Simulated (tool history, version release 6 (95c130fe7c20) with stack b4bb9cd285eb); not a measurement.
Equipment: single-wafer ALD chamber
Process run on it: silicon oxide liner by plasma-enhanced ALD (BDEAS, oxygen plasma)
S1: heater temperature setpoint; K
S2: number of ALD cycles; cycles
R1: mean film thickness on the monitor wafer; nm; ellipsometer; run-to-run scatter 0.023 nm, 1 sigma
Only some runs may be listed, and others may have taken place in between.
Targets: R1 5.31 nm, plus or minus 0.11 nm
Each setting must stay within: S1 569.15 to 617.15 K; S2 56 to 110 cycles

run	hour	S1	S2	R1
1	0	593.15	83	7.12
2	1.6	593.15	90	7.6664
3	3	594.15	82	7.0631
4	10.7	596.15	76	6.467
5	17.5	597.15	72	6.1796
6	25.4	597.15	66	5.6283
7	34.3	597.15	65	5.5719
8	35.1	597.15	64	5.456

Below are 4 possible settings for the next run. Only one of them brings all results inside the allowed miss of their targets. Which is it?
A	35.9	599.15	67	?
B	35.9	595.15	66	?
C	35.9	596.15	65	?
D	35.9	596.15	62	?

move	R1
A	5.6984
B	5.6434
C	5.5505
D	5.2943
A: further off than the last run
B: further off than the last run
C: further off than the last run
D: in spec on every target
D meets every target.
